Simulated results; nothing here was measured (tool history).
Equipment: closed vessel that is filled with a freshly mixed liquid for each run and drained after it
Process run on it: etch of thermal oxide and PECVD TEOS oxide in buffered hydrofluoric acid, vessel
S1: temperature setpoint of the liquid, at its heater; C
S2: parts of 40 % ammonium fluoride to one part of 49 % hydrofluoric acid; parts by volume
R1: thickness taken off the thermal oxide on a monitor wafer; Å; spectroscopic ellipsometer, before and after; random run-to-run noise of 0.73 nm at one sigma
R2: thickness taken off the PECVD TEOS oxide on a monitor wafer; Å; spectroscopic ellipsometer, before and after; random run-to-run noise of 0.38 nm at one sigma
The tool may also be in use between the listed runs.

Run 1, hour 0: S1 25 C, S2 22.5 parts by volume, time in the liquid (s) 85. Result: R1 470.03 Å, R2 575.38 Å.
Run 2, hour 1.2: S1 25 C, S2 22.5 parts by volume, time in the liquid (s) 100. Result: R1 552.96 Å, R2 683.43 Å.
Run 3, hour 9.6: S1 22 C, S2 22.5 parts by volume, time in the liquid (s) 100. Result: R1 468.43 Å, R2 582.28 Å.
Run 4, hour 13: S1 19 C, S2 22.5 parts by volume, time in the liquid (s) 100. Result: R1 398.31 Å, R2 488.03 Å.
Run 5, hour 20.5: S1 19 C, S2 18 parts by volume, time in the liquid (s) 100. Result: R1 495.15 Å, R2 599.83 Å.
Run 6, hour 21.5: S1 21 C, S2 18 parts by volume, time in the liquid (s) 100. Result: R1 555.21 Å, R2 668.34 Å.
Run 7, hour 27.3: S1 22.5 C, S2 18 parts by volume, time in the liquid (s) 100. Result: R1 588.71 Å, R2 730.83 Å.
Run 8, hour 36.2: S1 23.5 C, S2 18 parts by volume, time in the liquid (s) 100. Result: R1 639.4 Å, R2 771.19 Å.
Run 9, hour 41.4: S1 24.5 C, S2 18 parts by volume, time in the liquid (s) 100. Result: R1 675.9 Å, R2 812.79 Å.
Run 10, hour 42.5: S1 25 C, S2 18 parts by volume, time in the liquid (s) 100. Result: R1 687.4 Å, R2 835.16 Å.
At hour 45.3: hydrofluoric acid flow meter replaced.
Run 11, hour 45.3: S1 25.5 C, S2 18 parts by volume, time in the liquid (s) 100. Result: R1 660.7 Å, R2 795.68 Å.

Run 12 has not been measured yet. What should we expect?
Run 12, hour 47.2: S1 26.5 C, S2 18 parts by volume, time in the liquid (s) 100. Result: R1 ?, R2 ?.

{"run 12": {"R1": 692.79, "R2": 849.04}}

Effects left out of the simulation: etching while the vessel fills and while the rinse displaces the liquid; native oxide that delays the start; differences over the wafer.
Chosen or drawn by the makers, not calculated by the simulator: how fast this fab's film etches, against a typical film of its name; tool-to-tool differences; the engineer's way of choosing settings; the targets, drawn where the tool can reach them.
